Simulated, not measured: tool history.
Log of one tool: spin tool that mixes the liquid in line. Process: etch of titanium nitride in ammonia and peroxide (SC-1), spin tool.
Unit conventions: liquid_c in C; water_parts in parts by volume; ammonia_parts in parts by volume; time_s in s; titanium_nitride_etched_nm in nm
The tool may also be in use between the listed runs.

| run | hour | liquid_c | water_parts | ammonia_parts | time_s | titanium_nitride_etched_nm |
|---|---|---|---|---|---|---|
| 1 | 0.0 | 52.0 | 13.0 | 0.75 | 50 | 3.5640 |
| 2 | 6.9 | 58.0 | 13.0 | 0.75 | 50 | 5.3818 |
| 3 | 13.7 | 53.5 | 13.0 | 0.75 | 50 | 3.9521 |
| 4 | 21.7 | 53.5 | 13.0 | 0.55 | 50 | 3.7573 |
| 5 | 22.9 | 53.5 | 13.0 | 0.45 | 50 | 3.6328 |
| 6 | 30.6 | 53.5 | 13.0 | 0.30 | 50 | 3.3537 |
| 7 | 31.4 | 50.5 | 13.0 | 0.30 | 50 | 2.7187 |

Run 8 is up next; what results do you expect?
| 8 | 39.9 | 48.5 | 13.0 | 0.30 | 50 | ? |

Run 8 yielded titanium_nitride_etched_nm 2.3725 nm.
